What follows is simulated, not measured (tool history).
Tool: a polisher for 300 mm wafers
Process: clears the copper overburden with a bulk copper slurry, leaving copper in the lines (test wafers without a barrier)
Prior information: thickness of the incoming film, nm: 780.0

run	hour	flow of slurry (ml/min)	pressure of the wafer on the pad (psi)	speed of the pad under the wafer (m/s)	abrasive content of the slurry	overpolish time after the end point (s)	time until the end point was called (s)	dishing of a wide line in a test structure (nm)
1	0	210	2.1	0.94	1	24	95.992	72.98
2	3.1	210	2.1	0.94	0.9	24	99.543	72.013
3	6.8	210	2.1	1.08	0.9	24	88.272	77.963
4	15.6	210	2.1	1.08	0.9	25	86.88	77.312
5	20.4	210	2.1	1.08	0.9	26	87.771	76.982
6	29.4	210	2.1	1.08	0.9	28	88	82.024

Run 7 has not been measured yet. What should we expect?
7	36.1	210	2.1	1.08	0.9	29	?	?

time until the end point was called (s): 88.488
dishing of a wide line in a test structure (nm): 81.895

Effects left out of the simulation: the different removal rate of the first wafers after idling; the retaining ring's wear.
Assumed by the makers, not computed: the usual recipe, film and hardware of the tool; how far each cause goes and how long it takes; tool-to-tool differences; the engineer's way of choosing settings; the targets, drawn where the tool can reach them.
